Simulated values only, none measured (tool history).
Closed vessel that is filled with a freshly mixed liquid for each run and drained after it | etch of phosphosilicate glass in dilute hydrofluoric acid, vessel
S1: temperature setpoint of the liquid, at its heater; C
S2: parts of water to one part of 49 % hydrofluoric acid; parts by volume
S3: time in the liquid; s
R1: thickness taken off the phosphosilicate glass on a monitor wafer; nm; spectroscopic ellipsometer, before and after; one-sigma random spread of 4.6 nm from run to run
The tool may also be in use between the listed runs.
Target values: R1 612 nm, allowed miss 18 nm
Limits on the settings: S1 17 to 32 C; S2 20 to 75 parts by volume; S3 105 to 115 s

run	hour	S1	S2	S3	R1
1	0	24	45	105	422.41
2	5.9	25	45	105	448.41
3	12.3	25	40	105	501.08
4	18.8	25.5	40	105	510.46
5	23	25.5	55	105	368.44
6	31.5	25.5	55	105	364.9
7	32.3	26.5	55	105	379.26
8	33.2	27	55	105	387.88
9	39.4	27.5	55	105	395.99
10	42.5	28	55	105	401.09
11	48.9	28.5	55	105	414.67
12	56.2	29	55	105	418.82
13	57.4	29.5	55	105	428.17
14	64.9	30	55	105	435.72
15	66.7	30.5	55	105	452.39
16	75.3	32	45	105	582.82

Which of these 5 next moves meets every target?
A	83.9	28	45	115	?
B	83.9	32	50	115	?
C	83.9	32	45	115	?
D	83.9	26.5	35	105	?
E	83.9	32	50	105	?

move	R1
A	550.54
B	575.45
C	644.59
D	617.14
E	525.41
A: misses by more than the last run did
B: misses by more than the last run did
C: the result that was furthest off in the last run now lies on the other side of its target
D: every result lands within tolerance
E: misses by more than the last run did
Correct choice: D, which meets every target
